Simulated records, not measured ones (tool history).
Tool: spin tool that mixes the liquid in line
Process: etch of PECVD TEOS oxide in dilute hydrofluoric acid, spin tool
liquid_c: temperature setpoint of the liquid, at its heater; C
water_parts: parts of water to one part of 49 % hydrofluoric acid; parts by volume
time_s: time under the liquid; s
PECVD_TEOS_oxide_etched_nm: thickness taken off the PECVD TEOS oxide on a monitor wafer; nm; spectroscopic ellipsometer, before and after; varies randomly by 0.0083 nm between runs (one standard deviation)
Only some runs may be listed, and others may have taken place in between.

run  hour  liquid_c  water_parts  time_s  PECVD_TEOS_oxide_etched_nm
  1   0.0      25.0          260      45                     1.17700
  2   4.4      27.0          260      45                     1.26830
  3   9.7      27.5          250      45                     1.36720
  4  11.8      31.0          250      45                     1.53270
  5  14.2      27.5          250      45                     1.35670
  6  16.9      27.5          330      45                     0.94399
  7  24.1      28.0          315      45                     1.01880
  8  25.0      28.5          300      45                     1.11350
  9  26.5      29.0          285      45                     1.20540

Predict the results of run 10:
 10  32.4      29.5          275      45                           ?

For run 10 the tool returned PECVD_TEOS_oxide_etched_nm 1.29720 nm.
